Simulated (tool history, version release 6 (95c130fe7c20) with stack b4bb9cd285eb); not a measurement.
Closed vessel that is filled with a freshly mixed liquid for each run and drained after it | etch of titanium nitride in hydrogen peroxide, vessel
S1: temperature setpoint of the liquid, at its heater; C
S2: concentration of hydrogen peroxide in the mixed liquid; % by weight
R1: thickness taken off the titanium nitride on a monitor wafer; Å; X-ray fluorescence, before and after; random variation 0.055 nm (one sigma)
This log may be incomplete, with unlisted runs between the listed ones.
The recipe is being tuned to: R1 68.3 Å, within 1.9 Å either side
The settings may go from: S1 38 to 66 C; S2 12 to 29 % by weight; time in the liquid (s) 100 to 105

Run 1, hour 0: S1 54 C, S2 19.5 % by weight, time in the liquid (s) 100. Result: R1 82.665 Å.
Run 2, hour 2.1: S1 54 C, S2 21.5 % by weight, time in the liquid (s) 100. Result: R1 84.867 Å.
Run 3, hour 10.7: S1 53.5 C, S2 21.5 % by weight, time in the liquid (s) 100. Result: R1 81.331 Å.
Run 4, hour 13.6: S1 53 C, S2 21.5 % by weight, time in the liquid (s) 100. Result: R1 77.97 Å.
Run 5, hour 20.4: S1 53 C, S2 21.5 % by weight, time in the liquid (s) 105. Result: R1 82.813 Å.
Run 6, hour 27.8: S1 52.5 C, S2 21.5 % by weight, time in the liquid (s) 105. Result: R1 79.776 Å.
Run 7, hour 32.5: S1 52 C, S2 21.5 % by weight, time in the liquid (s) 105. Result: R1 77.382 Å.
Run 8, hour 35.5: S1 51 C, S2 21.5 % by weight, time in the liquid (s) 105. Result: R1 72.805 Å.

Of the 4 settings listed for the next run, only one would bring every result within its allowed miss of target. Which one?
Run A, hour 38.5: S1 51 C, S2 22.5 % by weight, time in the liquid (s) 100. Result: R1 ?.
Run B, hour 38.5: S1 49.5 C, S2 22.5 % by weight, time in the liquid (s) 105. Result: R1 ?.
Run C, hour 38.5: S1 52.5 C, S2 20.5 % by weight, time in the liquid (s) 105. Result: R1 ?.
Run D, hour 38.5: S1 51 C, S2 24 % by weight, time in the liquid (s) 105. Result: R1 ?.

move      R1
   A  68.742
   B  64.778
   C   78.75
   D  73.196
A: all results land within tolerance of their targets
B: carries the result that was furthest off beyond its target, to the other side
C: misses by more than the last run did
D: misses by more than the last run did
Go with A: it meets all targets.
